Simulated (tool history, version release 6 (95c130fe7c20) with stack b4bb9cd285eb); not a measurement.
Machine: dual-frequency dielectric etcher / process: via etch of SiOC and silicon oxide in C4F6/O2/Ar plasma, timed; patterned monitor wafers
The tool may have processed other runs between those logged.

run  hour  source power (kW)  bias power (kW)  etch time (s)  mean etch depth across the wafer (Å)
  1   0.0              0.250            0.157           73.5                                713.93
  2   1.3              0.250            0.157           76.5                                749.06
  3   6.9              0.280            0.157           76.5                                779.87
  4   8.8              0.270            0.153           76.5                                762.27
  5   9.7              0.270            0.153           76.5                                769.69
  6  18.0              0.270            0.153           76.5                                757.39
  7  18.6              0.270            0.153           76.5                                766.01

Forecast run 8:
  8  25.1              0.260            0.150           76.5                                     ?

Run 8 produced mean etch depth across the wafer (Å) 745.04.
